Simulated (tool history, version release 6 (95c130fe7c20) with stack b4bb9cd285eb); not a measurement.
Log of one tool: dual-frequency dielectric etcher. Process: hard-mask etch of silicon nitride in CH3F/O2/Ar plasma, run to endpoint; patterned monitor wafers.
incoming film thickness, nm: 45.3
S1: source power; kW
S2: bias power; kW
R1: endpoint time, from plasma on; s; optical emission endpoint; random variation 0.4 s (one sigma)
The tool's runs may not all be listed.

run,hour,S1,S2,R1
1,0.0,0.370,0.066,63.055
2,3.9,0.360,0.065,63.462
3,9.5,0.360,0.076,61.069
4,12.6,0.360,0.080,59.450
5,20.5,0.340,0.079,59.768
6,29.2,0.340,0.084,59.219

Forecast run 7:
7,36.4,0.320,0.080,?

Run 7 gave R1 60.988 s.
